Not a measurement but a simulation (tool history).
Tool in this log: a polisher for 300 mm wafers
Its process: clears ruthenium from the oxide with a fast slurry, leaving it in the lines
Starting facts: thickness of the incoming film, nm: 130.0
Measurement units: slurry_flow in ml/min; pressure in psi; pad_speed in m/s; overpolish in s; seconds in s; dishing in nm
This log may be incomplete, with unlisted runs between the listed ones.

run,hour,slurry_flow,pressure,pad_speed,slurry_solids,overpolish,seconds,dishing
1,0.0,250,2.2,1.00,1.0,21,41.236,53.117
2,2.4,250,2.3,1.00,1.0,16,39.149,43.674
3,8.5,210,2.3,1.00,1.0,16,41.082,45.326
4,9.2,255,2.3,1.00,1.0,13,39.962,37.341
5,13.7,290,2.3,1.00,1.0,13,40.437,36.744
6,16.9,260,2.3,1.00,1.0,13,40.398,37.974
7,24.0,300,2.4,1.00,1.0,11,36.900,33.701
8,29.2,360,2.6,1.00,1.0,7,34.637,24.528
9,36.3,350,2.6,1.00,1.0,7,34.617,23.434

Expected results for the next run?
10,45.2,335,2.6,1.00,1.0,7,?,?

For run 10 the tool returned seconds 35.552 s, dishing 23.364 nm.

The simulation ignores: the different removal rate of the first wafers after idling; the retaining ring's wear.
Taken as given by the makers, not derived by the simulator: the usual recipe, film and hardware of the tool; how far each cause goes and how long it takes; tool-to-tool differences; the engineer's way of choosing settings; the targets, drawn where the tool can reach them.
